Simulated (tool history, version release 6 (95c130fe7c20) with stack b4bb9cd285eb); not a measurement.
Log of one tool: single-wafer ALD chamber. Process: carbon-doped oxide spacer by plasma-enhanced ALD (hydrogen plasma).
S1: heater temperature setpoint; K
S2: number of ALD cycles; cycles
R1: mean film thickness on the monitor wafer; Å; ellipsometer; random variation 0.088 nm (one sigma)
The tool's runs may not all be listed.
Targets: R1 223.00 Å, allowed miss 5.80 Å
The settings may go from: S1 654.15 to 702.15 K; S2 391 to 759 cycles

{"run": 1, "hour": 0.0, "S1": 678.15, "S2": 575, "R1": 309.58}
{"run": 2, "hour": 1.8, "S1": 680.15, "S2": 536, "R1": 286.47}
{"run": 3, "hour": 8.7, "S1": 671.15, "S2": 536, "R1": 291.64}
{"run": 4, "hour": 13.6, "S1": 671.15, "S2": 476, "R1": 256.15}
{"run": 5, "hour": 19.4, "S1": 671.15, "S2": 539, "R1": 291.82}
{"run": 6, "hour": 24.8, "S1": 675.15, "S2": 539, "R1": 290.11}
{"run": 7, "hour": 29.0, "S1": 680.15, "S2": 447, "R1": 239.98}
{"run": 8, "hour": 37.5, "S1": 688.15, "S2": 413, "R1": 216.83}

5 next moves are on the table. One of them brings every result within its allowed miss. Which?
{"run": "A", "hour": 46.0, "S1": 684.15, "S2": 391, "R1": "?"}
{"run": "B", "hour": 46.0, "S1": 693.15, "S2": 395, "R1": "?"}
{"run": "C", "hour": 46.0, "S1": 689.15, "S2": 401, "R1": "?"}
{"run": "D", "hour": 46.0, "S1": 688.15, "S2": 391, "R1": "?"}
{"run": "E", "hour": 46.0, "S1": 689.15, "S2": 424, "R1": "?"}

move=A R1=206.39
move=B R1=202.52
move=C R1=208.29
move=D R1=203.76
move=E R1=220.24
A: further off than the last run
B: further off than the last run
C: further off than the last run
D: further off than the last run
E: meets every target
Answer: E
